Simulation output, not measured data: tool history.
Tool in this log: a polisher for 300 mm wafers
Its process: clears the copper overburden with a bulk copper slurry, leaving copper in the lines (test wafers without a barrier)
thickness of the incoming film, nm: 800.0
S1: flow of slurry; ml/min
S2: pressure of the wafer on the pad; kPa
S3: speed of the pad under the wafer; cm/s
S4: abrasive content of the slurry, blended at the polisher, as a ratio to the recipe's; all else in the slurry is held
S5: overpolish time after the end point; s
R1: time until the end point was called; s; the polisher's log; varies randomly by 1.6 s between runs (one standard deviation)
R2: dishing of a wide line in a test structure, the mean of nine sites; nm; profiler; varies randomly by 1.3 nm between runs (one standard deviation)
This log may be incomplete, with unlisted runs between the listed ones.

| run | hour | S1 | S2 | S3 | S4 | S5 | R1 | R2 |
|---|---|---|---|---|---|---|---|---|
| 1 | 0 | 290 | 21.4 | 84 | 1 | 24 | 101.64 | 90.884 |
| 2 | 7.5 | 290 | 22.1 | 84 | 1 | 23 | 96.588 | 92.555 |
| 3 | 12.1 | 290 | 22.1 | 84 | 0.9 | 23 | 98.646 | 92.24 |
| 4 | 18.9 | 290 | 22.1 | 84 | 0.9 | 22 | 100.64 | 87.386 |
| 5 | 21.7 | 255 | 22.1 | 84 | 0.9 | 22 | 100.49 | 86.727 |
| 6 | 24.2 | 255 | 20 | 84 | 0.9 | 22 | 111.51 | 83.341 |
| 7 | 25.7 | 255 | 20.7 | 84 | 0.9 | 21 | 108.77 | 81.065 |

Expected results for the next run?
| 8 | 32 | 255 | 20.7 | 84 | 0.9 | 21 | ? | ? |

R1: 107.94 s
R2: 82.739 nm

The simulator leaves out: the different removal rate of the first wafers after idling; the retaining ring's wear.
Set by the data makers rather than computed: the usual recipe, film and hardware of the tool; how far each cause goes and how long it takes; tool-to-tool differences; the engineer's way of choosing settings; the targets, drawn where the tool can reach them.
